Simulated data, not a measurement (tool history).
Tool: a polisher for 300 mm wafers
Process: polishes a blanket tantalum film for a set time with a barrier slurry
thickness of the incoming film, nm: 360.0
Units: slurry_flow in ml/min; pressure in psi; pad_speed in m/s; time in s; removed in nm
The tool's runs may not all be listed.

| run | hour | slurry_flow | pressure | pad_speed | slurry_solids | time | removed |
|---|---|---|---|---|---|---|---|
| 1 | 0 | 210 | 1.9 | 1.12 | 1 | 103 | 205.94 |
| 2 | 7.2 | 215 | 2 | 1.12 | 1 | 103 | 214.4 |
| 3 | 14.8 | 215 | 2.3 | 1.12 | 1 | 103 | 238 |
| 4 | 15.7 | 215 | 2.3 | 1.12 | 1 | 103 | 235.35 |
| 5 | 22.7 | 215 | 1.9 | 1.12 | 1 | 103 | 208.49 |
| 6 | 25.1 | 220 | 2 | 1.12 | 1 | 103 | 215.16 |
| 7 | 26.6 | 225 | 2.1 | 1.12 | 1 | 103 | 223.24 |
| 8 | 31.1 | 230 | 2.2 | 1.12 | 1 | 103 | 231.76 |
| 9 | 37.7 | 230 | 2.3 | 1.12 | 1 | 103 | 241.92 |
| 10 | 38.4 | 235 | 2.3 | 1.12 | 1 | 103 | 240.62 |
| 11 | 47.2 | 240 | 2.5 | 1.12 | 1 | 103 | 261.15 |

Run 12 comes next. What will it give?
| 12 | 51.1 | 245 | 2.5 | 1.12 | 1 | 103 | ? |

Run 12 gave removed 257.84 nm.
